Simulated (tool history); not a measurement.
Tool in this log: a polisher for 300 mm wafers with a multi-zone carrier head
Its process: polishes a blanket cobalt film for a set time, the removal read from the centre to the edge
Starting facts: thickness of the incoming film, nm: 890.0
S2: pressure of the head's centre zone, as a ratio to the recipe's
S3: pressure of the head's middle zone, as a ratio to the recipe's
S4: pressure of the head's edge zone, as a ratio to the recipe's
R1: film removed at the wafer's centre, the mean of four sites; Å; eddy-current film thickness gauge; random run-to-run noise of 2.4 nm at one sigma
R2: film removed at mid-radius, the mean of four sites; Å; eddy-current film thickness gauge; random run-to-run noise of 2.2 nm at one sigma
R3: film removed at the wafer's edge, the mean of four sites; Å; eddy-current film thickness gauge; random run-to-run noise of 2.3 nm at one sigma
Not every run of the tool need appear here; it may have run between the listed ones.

{"run": 1, "hour": 0.0, "flow of slurry (ml/min)": 210, "S2": 1.0, "S3": 1.0, "S4": 1.0, "polishing time (s)": 64, "R1": 3115.6, "R2": 3141.6, "R3": 3141.3}
{"run": 2, "hour": 7.8, "flow of slurry (ml/min)": 210, "S2": 1.0, "S3": 1.0, "S4": 1.0, "polishing time (s)": 70, "R1": 3415.2, "R2": 3415.0, "R3": 3458.8}
{"run": 3, "hour": 9.4, "flow of slurry (ml/min)": 160, "S2": 1.0, "S3": 1.0, "S4": 1.0, "polishing time (s)": 70, "R1": 3351.0, "R2": 3345.8, "R3": 3419.7}
{"run": 4, "hour": 10.5, "flow of slurry (ml/min)": 165, "S2": 1.0, "S3": 0.99, "S4": 0.98, "polishing time (s)": 64, "R1": 3058.4, "R2": 3040.4, "R3": 3090.2}
{"run": 5, "hour": 17.2, "flow of slurry (ml/min)": 170, "S2": 1.01, "S3": 0.98, "S4": 0.96, "polishing time (s)": 59, "R1": 2853.1, "R2": 2824.3, "R3": 2831.0}
{"run": 6, "hour": 19.3, "flow of slurry (ml/min)": 170, "S2": 1.09, "S3": 0.98, "S4": 0.96, "polishing time (s)": 59, "R1": 3062.3, "R2": 2812.0, "R3": 2846.4}
{"run": 7, "hour": 27.2, "flow of slurry (ml/min)": 175, "S2": 1.08, "S3": 0.97, "S4": 0.95, "polishing time (s)": 55, "R1": 2883.8, "R2": 2561.3, "R3": 2613.0}
{"run": 8, "hour": 32.9, "flow of slurry (ml/min)": 180, "S2": 1.06, "S3": 0.97, "S4": 0.93, "polishing time (s)": 53, "R1": 2735.1, "R2": 2474.0, "R3": 2495.5}
{"run": 9, "hour": 40.3, "flow of slurry (ml/min)": 180, "S2": 1.04, "S3": 0.97, "S4": 0.91, "polishing time (s)": 52, "R1": 2609.5, "R2": 2438.5, "R3": 2441.5}
{"run": 10, "hour": 48.1, "flow of slurry (ml/min)": 180, "S2": 1.03, "S3": 0.97, "S4": 0.9, "polishing time (s)": 51, "R1": 2552.6, "R2": 2402.2, "R3": 2373.1}
{"run": 11, "hour": 55.8, "flow of slurry (ml/min)": 160, "S2": 0.96, "S3": 0.92, "S4": 0.82, "polishing time (s)": 46, "R1": 2153.9, "R2": 2048.0, "R3": 2083.6}

Run 12 is up next; what results do you expect?
{"run": 12, "hour": 59.4, "flow of slurry (ml/min)": 165, "S2": 0.97, "S3": 0.93, "S4": 0.82, "polishing time (s)": 46, "R1": "?", "R2": "?", "R3": "?"}

R1: 2108.5 Å
R2: 2093.6 Å
R3: 2085.7 Å

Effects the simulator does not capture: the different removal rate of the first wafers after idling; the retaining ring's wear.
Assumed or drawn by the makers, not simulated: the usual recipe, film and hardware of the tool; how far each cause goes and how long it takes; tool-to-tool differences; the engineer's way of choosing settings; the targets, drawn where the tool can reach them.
